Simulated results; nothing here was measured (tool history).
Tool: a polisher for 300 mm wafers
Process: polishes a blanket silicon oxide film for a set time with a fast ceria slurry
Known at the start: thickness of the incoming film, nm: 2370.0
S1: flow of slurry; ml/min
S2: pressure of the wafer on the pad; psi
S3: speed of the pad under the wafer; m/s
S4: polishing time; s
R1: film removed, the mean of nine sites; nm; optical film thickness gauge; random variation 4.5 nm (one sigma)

run	hour	S1	S2	S3	S4	R1
1	0	315	2.6	0.96	44	608.22
2	0.6	350	2.6	0.96	44	613.88
3	1.3	350	2.7	0.96	44	633.95
4	4.1	350	3	0.96	44	703.63
5	12.1	350	2.6	0.96	44	610.24
6	15.1	350	2.6	0.96	44	611.34

The next listed run, before its measurement:
7	17.3	350	2.7	0.96	44	?

Run 7 gave R1 638.52 nm.
